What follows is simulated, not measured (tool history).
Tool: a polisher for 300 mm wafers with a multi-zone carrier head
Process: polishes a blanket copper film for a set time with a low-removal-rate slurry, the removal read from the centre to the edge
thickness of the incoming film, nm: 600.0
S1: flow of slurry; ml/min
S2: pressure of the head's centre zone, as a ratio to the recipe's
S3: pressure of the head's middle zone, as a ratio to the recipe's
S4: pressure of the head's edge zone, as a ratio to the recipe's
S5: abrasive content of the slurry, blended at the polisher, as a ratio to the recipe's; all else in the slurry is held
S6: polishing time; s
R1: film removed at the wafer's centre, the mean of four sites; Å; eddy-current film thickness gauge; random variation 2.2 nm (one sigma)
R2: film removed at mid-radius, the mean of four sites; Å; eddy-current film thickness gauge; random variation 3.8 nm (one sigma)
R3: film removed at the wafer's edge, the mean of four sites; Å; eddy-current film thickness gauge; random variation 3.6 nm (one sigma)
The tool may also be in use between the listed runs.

run,hour,S1,S2,S3,S4,S5,S6,R1,R2,R3
1,0,230,1,1,1,1,50,2423.6,2362.1,2450.4
2,1.7,230,0.98,1.02,1.04,1.15,53,2593.3,2659.5,2691.4
3,7.8,230,0.95,1.01,1.08,1.25,56,2726.3,2807.2,2955.6
4,12.6,235,0.93,1.02,1.11,1.3,58,2830,2933,3134
5,15.3,235,0.93,0.97,1.11,1.3,58,2764.8,2872.9,3120
6,21,235,0.93,0.97,1.11,1.45,58,2878.8,2953.5,3179.4
7,28.7,240,0.91,1,1.13,1.45,60,2946.4,3113.8,3296.8
8,30.6,240,0.89,1.01,1.14,1.45,62,2981.5,3223.3,3432.9

Run 9 comes next. What will it give?
9,35.1,245,0.88,1.02,1.15,1.45,63,?,?,?

R1: 2991 Å
R2: 3384 Å
R3: 3524.2 Å
